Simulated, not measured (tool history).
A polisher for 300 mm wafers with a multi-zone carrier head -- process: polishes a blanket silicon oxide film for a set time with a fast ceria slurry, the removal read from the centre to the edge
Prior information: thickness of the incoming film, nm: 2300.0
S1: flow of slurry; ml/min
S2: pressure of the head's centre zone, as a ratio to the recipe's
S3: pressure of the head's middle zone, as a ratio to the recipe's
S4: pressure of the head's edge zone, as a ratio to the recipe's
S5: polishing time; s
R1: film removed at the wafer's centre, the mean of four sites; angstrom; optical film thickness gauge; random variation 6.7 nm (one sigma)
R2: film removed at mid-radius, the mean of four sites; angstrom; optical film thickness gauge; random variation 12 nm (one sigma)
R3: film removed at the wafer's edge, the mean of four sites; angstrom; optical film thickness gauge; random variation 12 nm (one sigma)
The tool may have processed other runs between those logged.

run 1 hour=0 | S1=305 S2=1 S3=1 S4=1 S5=51 | R1=8030.8 R2=8251.4 R3=7951.5
run 2 hour=5.9 | S1=305 S2=1 S3=0.96 S4=1 S5=51 | R1=8035.8 R2=7819.2 R3=7949.4
run 3 hour=8.1 | S1=310 S2=1.01 S3=0.97 S4=1 S5=51 | R1=8143.1 R2=7886.5 R3=8015.5
run 4 hour=11.9 | S1=380 S2=1.01 S3=0.97 S4=1 S5=51 | R1=8333.1 R2=7986.1 R3=8040.4
run 5 hour=18.3 | S1=380 S2=1.01 S3=0.97 S4=1 S5=39 | R1=6434.4 R2=6162.6 R3=6342.7
run 6 hour=27 | S1=380 S2=1.02 S3=0.98 S4=1.01 S5=40 | R1=6648.1 R2=6518.7 R3=6293.5
run 7 hour=32.4 | S1=380 S2=1.02 S3=0.98 S4=1.01 S5=41 | R1=6749.1 R2=6453.7 R3=6499.7

Expected results for the next run?
run 8 hour=39.7 | S1=380 S2=1.02 S3=0.99 S4=1.01 S5=42 | R1=? R2=? R3=?

R1: 6918.1 angstrom
R2: 6924.8 angstrom
R3: 6639.2 angstrom

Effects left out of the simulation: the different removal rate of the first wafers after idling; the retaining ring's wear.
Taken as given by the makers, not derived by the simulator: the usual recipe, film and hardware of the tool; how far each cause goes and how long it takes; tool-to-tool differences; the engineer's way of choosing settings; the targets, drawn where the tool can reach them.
